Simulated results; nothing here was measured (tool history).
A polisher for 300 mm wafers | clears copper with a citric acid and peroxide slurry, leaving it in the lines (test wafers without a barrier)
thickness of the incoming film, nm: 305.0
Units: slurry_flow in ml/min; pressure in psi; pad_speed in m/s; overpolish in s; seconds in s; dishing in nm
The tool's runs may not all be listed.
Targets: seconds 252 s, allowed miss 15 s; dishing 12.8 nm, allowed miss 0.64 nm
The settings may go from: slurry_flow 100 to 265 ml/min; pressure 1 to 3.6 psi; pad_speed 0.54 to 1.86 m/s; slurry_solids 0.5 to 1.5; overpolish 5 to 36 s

run	hour	slurry_flow	pressure	pad_speed	slurry_solids	overpolish	seconds	dishing
1	0	170	2.3	1.18	1	18	130.69	33.207
2	0.9	170	2.3	0.9	1	18	154.41	28.005
3	2.3	170	1.9	0.9	1	18	191.06	23.307
4	4.9	170	2.4	0.9	1	18	147.16	28.916
5	8.4	175	2.2	0.88	1	17	162.45	25.589
6	13.3	175	2.2	0.88	1	25	162.34	35.095
7	13.9	180	2.1	0.82	1	22	176.7	29.73
8	21.2	185	2	0.8	1	20	186.76	24.841
9	25	195	1.9	0.78	1	19	204.44	22.275
10	28.8	190	1.5	0.76	1	10	261.15	9.9671
11	32.2	190	1.5	0.76	1	11	261.92	10.978
12	41.1	185	1.5	0.76	1	12	253.43	11.425
13	45.3	190	1.5	0.76	1	15	265.26	14.32
14	46.5	190	1.6	0.72	1	14	246.58	14.082
15	49.7	190	1.6	0.7	1	12	258.48	11.646

Which of these 5 next moves meets every target?
A	52.9	180	1.4	0.74	1	13	?	?
B	52.9	200	1.6	0.54	1	15	?	?
C	52.9	180	1.9	0.56	0.9	10	?	?
D	52.9	180	1.6	0.74	1.05	11	?	?
E	52.9	210	1.9	0.54	0.95	13	?	?

move	seconds	dishing
A	285.36	11.623
B	299.51	12.767
C	262.04	9.8469
D	247.82	11.364
E	257.67	12.899
A: further off than the last run
B: brings the result that was furthest off to its target, and leaves another outside
C: further off than the last run
D: further off than the last run
E: meets every target
Answer: E

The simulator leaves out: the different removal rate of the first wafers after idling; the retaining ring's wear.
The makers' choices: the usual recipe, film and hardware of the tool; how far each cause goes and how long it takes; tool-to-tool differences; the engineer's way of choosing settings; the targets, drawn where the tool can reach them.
